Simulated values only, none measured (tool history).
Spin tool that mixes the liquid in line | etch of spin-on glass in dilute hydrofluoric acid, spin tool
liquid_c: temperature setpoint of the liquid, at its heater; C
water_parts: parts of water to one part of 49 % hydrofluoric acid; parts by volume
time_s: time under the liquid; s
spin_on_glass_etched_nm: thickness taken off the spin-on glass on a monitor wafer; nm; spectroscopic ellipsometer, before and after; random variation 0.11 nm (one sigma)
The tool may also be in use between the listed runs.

run  hour  liquid_c  water_parts  time_s  spin_on_glass_etched_nm
  1     0        23          150     120                   28.132
  2   2.4        21          165     120                   23.231
  3  10.1        21          115     120                   34.626
  4  11.4      19.5          145     120                   25.506
  5  15.7        22          145     120                   27.628
  6  21.6        22          100     120                   43.055
     24.1  -- thermometer replaced
  7  24.1      20.5          130     120                   32.571
  8  28.1        20          155     120                   26.452
  9  36.7        20          180     120                   22.233
 10  39.9      19.5          195     120                   19.777

Forecast run 11:
 11    45        19          205     120                        ?

{"run 11": {"spin_on_glass_etched_nm": 18.17}}

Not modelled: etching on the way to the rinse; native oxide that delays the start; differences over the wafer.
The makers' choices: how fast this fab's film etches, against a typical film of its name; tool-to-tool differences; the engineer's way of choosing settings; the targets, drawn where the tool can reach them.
